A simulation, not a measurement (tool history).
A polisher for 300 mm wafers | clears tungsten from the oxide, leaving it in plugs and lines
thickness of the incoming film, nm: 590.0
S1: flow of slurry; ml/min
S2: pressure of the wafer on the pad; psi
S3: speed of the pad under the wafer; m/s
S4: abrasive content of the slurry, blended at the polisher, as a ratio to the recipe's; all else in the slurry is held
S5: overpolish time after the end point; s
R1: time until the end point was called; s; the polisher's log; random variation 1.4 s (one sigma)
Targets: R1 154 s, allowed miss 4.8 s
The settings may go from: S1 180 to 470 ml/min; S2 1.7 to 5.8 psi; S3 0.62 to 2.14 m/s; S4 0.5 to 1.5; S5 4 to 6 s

run 1 hour=0 | S1=300 S2=3.7 S3=1.38 S4=1 S5=6 | R1=86.295
run 2 hour=6.5 | S1=300 S2=4.4 S3=1.38 S4=1 S5=6 | R1=72.538
run 3 hour=13.3 | S1=300 S2=4.4 S3=1.5 S4=1 S5=6 | R1=68.64
run 4 hour=19.1 | S1=300 S2=3.9 S3=1.44 S4=1 S5=6 | R1=79.251
run 5 hour=25 | S1=300 S2=3.5 S3=1.4 S4=1 S5=6 | R1=90.028
run 6 hour=27.9 | S1=300 S2=3.5 S3=1.4 S4=1.15 S5=6 | R1=87.617
run 7 hour=31.1 | S1=300 S2=3.2 S3=1.36 S4=1.15 S5=6 | R1=95.605
-- hour=36.6 worn pad replaced by a new one
run 8 hour=36.6 | S1=300 S2=2.9 S3=1.32 S4=1.15 S5=6 | R1=103.12
run 9 hour=41.8 | S1=300 S2=2.7 S3=1.28 S4=1.15 S5=6 | R1=113.99
run 10 hour=50.5 | S1=300 S2=2.5 S3=1.26 S4=1.15 S5=6 | R1=125.72
run 11 hour=54.6 | S1=300 S2=2.4 S3=1.26 S4=1.15 S5=6 | R1=128.08
run 12 hour=60.2 | S1=300 S2=2.4 S3=1.26 S4=1.15 S5=6 | R1=127.43
run 13 hour=61.2 | S1=300 S2=2.3 S3=1.26 S4=1.15 S5=6 | R1=132.85
run 14 hour=65.2 | S1=300 S2=2.3 S3=1.26 S4=1.15 S5=6 | R1=133.85
run 15 hour=69.4 | S1=300 S2=2.2 S3=1.26 S4=1.15 S5=6 | R1=139.83
run 16 hour=75.8 | S1=300 S2=1.8 S3=1.26 S4=1.15 S5=6 | R1=166.89

Which of these 5 next moves meets every target?
run A hour=82.2 | S1=250 S2=1.8 S3=1.1 S4=1 S5=6 | R1=?
run B hour=82.2 | S1=325 S2=2 S3=1.36 S4=1.1 S5=4 | R1=?
run C hour=82.2 | S1=215 S2=2.7 S3=0.98 S4=1.25 S5=6 | R1=?
run D hour=82.2 | S1=260 S2=3.3 S3=0.64 S4=1.1 S5=6 | R1=?
run E hour=82.2 | S1=210 S2=2 S3=1.16 S4=1.05 S5=6 | R1=?

move=A R1=196.28
move=B R1=144.7
move=C R1=141.18
move=D R1=155.71
move=E R1=172.63
A: further off than the last run
B: takes the result that was furthest off past its target
C: takes the result that was furthest off past its target
D: meets every target
E: further off than the last run
Answer: D
